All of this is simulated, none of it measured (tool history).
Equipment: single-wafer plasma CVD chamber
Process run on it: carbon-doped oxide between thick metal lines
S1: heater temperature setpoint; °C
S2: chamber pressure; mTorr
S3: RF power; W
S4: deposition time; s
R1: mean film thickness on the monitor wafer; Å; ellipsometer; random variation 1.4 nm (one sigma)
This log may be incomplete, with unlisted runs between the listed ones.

run,hour,S1,S2,S3,S4,R1
1,0.0,340,4300,385,133,6400.3
2,6.7,340,4300,410,133,6776.6
3,11.6,342,4130,405,133,6670.4
4,14.6,342,4130,405,137,6793.2
5,15.7,344,3970,400,137,6690.8
6,16.9,344,3500,400,137,6590.1

Forecast run 7:
7,23.8,345,3400,395,137,?

R1: 6465.6 Å
